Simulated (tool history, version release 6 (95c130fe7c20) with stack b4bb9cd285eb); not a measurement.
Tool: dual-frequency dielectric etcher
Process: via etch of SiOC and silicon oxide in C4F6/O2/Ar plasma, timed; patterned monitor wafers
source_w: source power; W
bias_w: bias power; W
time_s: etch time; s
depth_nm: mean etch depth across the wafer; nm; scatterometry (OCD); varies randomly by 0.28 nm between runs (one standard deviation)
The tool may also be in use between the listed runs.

Run 1, hour 0.0: source_w 390 W, bias_w 238 W, time_s 52.5 s. Result: depth_nm 62.844 nm.
Run 2, hour 2.3: source_w 380 W, bias_w 237 W, time_s 52.5 s. Result: depth_nm 62.138 nm.
Run 3, hour 4.2: source_w 380 W, bias_w 252 W, time_s 52.5 s. Result: depth_nm 64.456 nm.
Run 4, hour 9.3: source_w 380 W, bias_w 283 W, time_s 52.5 s. Result: depth_nm 67.035 nm.
Run 5, hour 13.2: source_w 380 W, bias_w 283 W, time_s 52.5 s. Result: depth_nm 67.048 nm.
Run 6, hour 15.4: source_w 360 W, bias_w 277 W, time_s 52.5 s. Result: depth_nm 65.806 nm.

Estimate the outcome of run 7 from the log above:
Run 7, hour 20.4: source_w 350 W, bias_w 269 W, time_s 52.5 s. Result: depth_nm ?.

depth_nm: 63.809 nm

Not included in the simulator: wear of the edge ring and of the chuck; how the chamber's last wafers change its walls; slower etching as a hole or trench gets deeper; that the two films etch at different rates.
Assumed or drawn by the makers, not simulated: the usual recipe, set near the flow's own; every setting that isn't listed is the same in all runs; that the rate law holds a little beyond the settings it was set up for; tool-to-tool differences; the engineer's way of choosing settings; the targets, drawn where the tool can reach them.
